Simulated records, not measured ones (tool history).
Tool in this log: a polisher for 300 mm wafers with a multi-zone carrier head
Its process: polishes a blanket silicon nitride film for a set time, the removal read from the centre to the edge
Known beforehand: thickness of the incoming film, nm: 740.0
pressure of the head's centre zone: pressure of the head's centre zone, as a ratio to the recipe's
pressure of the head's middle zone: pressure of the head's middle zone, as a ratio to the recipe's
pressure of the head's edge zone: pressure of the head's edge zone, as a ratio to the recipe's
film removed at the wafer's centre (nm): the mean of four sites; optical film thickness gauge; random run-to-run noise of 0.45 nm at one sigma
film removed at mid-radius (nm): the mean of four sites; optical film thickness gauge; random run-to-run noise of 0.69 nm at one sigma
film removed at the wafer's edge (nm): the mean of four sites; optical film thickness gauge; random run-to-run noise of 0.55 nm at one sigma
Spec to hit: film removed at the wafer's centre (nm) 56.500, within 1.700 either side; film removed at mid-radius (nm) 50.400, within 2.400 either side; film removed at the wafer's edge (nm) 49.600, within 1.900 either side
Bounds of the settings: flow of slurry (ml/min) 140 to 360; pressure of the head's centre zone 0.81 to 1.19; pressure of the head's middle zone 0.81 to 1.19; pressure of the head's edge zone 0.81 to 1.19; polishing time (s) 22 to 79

run  hour  flow of slurry (ml/min)  pressure of the head's centre zone  pressure of the head's middle zone  pressure of the head's edge zone  polishing time (s)  film removed at the wafer's centre (nm)  film removed at mid-radius (nm)  film removed at the wafer's edge (nm)
  1   0.0                      230                                1.00                                1.00                              1.00                  50                                   67.132                           65.643                                 68.534
  2   4.1                      230                                1.01                                1.00                              0.98                  48                                   65.853                           65.366                                 64.638
  3  10.4                      230                                1.01                                1.00                              0.94                  48                                   65.167                           63.875                                 65.746
  4  13.3                      230                                1.01                                1.00                              0.94                  59                                   79.771                           79.779                                 77.518
  5  20.8                      230                                1.01                                1.00                              0.90                  59                                   81.712                           78.692                                 78.649
  6  29.4                      230                                1.03                                1.01                              0.90                  55                                   75.722                           73.590                                 72.872
  7  38.0                      230                                1.05                                1.02                              0.89                  52                                   73.431                           69.860                                 68.180
  8  39.7                      230                                1.06                                1.02                              0.89                  49                                   69.933                           67.231                                 62.740
  9  47.5                      225                                1.06                                1.01                              0.89                  47                                   66.810                           64.184                                 59.949
 10  52.6                      220                                1.06                                0.99                              0.88                  46                                   65.039                           60.095                                 59.647
 11  55.3                      215                                1.07                                0.99                              0.88                  45                                   65.056                           61.042                                 58.738
 12  63.2                      215                                1.07                                0.98                              0.88                  44                                   62.978                           57.040                                 55.725
 13  70.3                      210                                1.07                                0.98                              0.87                  43                                   60.979                           55.961                                 54.868
 14  76.3                      215                                1.09                                0.96                              0.83                  38                                   55.338                           48.901                                 47.561

Which one of the following 4 next-run settings gets every result inside its allowed miss? There is exactly one.
  A  82.3                      200                                0.97                                0.94                              0.85                  44                                        ?                                ?                                      ?
  B  82.3                      190                                1.03                                0.84                              0.83                  40                                        ?                                ?                                      ?
  C  82.3                      260                                1.08                                0.96                              0.89                  38                                        ?                                ?                                      ?
  D  82.3                      235                                0.95                                0.90                              0.87                  41                                        ?                                ?                                      ?

move  film removed at the wafer's centre (nm)  film removed at mid-radius (nm)  film removed at the wafer's edge (nm)
   A                                   57.209                           56.417                                 55.780
   B                                   54.433                           46.779                                 49.972
   C                                   56.426                           51.096                                 50.368
   D                                   53.511                           51.924                                 53.362
A: the result that was furthest off in the last run now lies on the other side of its target
B: puts the biggest miss on target and leaves a different result outside tolerance
C: every result lands within tolerance
D: the result that was furthest off in the last run now lies on the other side of its target
Correct choice: C, which meets every target

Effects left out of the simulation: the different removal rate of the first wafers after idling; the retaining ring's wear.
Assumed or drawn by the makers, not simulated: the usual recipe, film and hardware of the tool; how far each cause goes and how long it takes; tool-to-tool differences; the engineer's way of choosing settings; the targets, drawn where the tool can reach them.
